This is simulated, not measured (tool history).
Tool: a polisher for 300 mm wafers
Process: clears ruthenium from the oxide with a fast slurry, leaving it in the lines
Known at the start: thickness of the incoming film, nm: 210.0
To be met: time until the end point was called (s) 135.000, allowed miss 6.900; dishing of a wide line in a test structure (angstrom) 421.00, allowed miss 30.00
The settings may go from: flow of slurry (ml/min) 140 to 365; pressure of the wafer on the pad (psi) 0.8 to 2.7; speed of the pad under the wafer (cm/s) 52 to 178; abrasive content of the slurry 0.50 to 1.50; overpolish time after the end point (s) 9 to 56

run,hour,flow of slurry (ml/min),pressure of the wafer on the pad (psi),speed of the pad under the wafer (cm/s),abrasive content of the slurry,overpolish time after the end point (s),time until the end point was called (s),dishing of a wide line in a test structure (angstrom)
1,0.0,235,1.7,114,1.00,29,92.005,559.25
2,8.8,235,1.6,114,1.00,29,94.252,529.35
3,11.5,235,1.6,114,1.15,29,89.145,561.43
4,19.1,235,1.6,114,1.05,29,95.188,542.25
5,23.7,235,1.6,114,1.25,29,87.670,577.89
6,32.2,275,1.6,114,1.25,29,85.886,586.83
7,39.2,275,1.4,114,1.25,30,96.763,542.25
8,41.5,275,1.4,114,1.25,30,94.585,564.67
9,47.1,275,1.3,112,1.25,30,99.022,523.82
10,55.8,275,1.2,108,1.25,31,108.980,508.93

Which of these 4 next moves meets every target?
A,64.5,275,1.4,116,1.20,36,?,?
B,64.5,320,0.8,110,1.25,27,?,?
C,64.5,260,1.5,108,1.25,21,?,?
D,64.5,340,1.2,94,1.00,31,?,?

move,time until the end point was called (s),dishing of a wide line in a test structure (angstrom)
A,92.362,658.38
B,134.500,365.93
C,93.353,406.02
D,133.000,419.29
A: further off than the last run
B: brings the result that was furthest off to its target, and leaves another outside
C: further off than the last run
D: meets every target
Move D is the one to make.

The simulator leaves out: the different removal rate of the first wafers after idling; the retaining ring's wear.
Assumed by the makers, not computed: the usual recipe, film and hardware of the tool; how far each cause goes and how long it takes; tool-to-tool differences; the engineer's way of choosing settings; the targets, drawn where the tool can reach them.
